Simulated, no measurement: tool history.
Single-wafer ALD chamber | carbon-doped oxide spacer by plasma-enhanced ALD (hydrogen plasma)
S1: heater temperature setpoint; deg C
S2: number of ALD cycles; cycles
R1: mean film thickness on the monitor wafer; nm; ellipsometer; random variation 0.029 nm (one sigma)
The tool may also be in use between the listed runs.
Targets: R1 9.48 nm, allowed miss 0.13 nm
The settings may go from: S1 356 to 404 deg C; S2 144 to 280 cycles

Run 1, hour 0: S1 380 deg C, S2 212 cycles. Result: R1 10.4 nm.
Run 2, hour 1.9: S1 380 deg C, S2 232 cycles. Result: R1 11.374 nm.
Run 3, hour 7.5: S1 380 deg C, S2 228 cycles. Result: R1 11.181 nm.
Run 4, hour 8.5: S1 388 deg C, S2 228 cycles. Result: R1 11.225 nm.
Run 5, hour 9.6: S1 381 deg C, S2 228 cycles. Result: R1 11.21 nm.
Run 6, hour 14.3: S1 374 deg C, S2 228 cycles. Result: R1 11.21 nm.
Run 7, hour 17.9: S1 374 deg C, S2 224 cycles. Result: R1 11.033 nm.
Run 8, hour 26.3: S1 374 deg C, S2 190 cycles. Result: R1 9.3269 nm.

4 next moves are on the table. One of them brings every result within its allowed miss. Which?
Run A, hour 34.7: S1 366 deg C, S2 187 cycles. Result: R1 ?.
Run B, hour 34.7: S1 364 deg C, S2 198 cycles. Result: R1 ?.
Run C, hour 34.7: S1 369 deg C, S2 199 cycles. Result: R1 ?.
Run D, hour 34.7: S1 382 deg C, S2 194 cycles. Result: R1 ?.

move      R1
   A  9.2133
   B  9.7552
   C  9.8045
   D  9.5582
A: further off than the last run
B: takes the result that was furthest off past its target
C: takes the result that was furthest off past its target
D: meets every target
Move D is the one to make.

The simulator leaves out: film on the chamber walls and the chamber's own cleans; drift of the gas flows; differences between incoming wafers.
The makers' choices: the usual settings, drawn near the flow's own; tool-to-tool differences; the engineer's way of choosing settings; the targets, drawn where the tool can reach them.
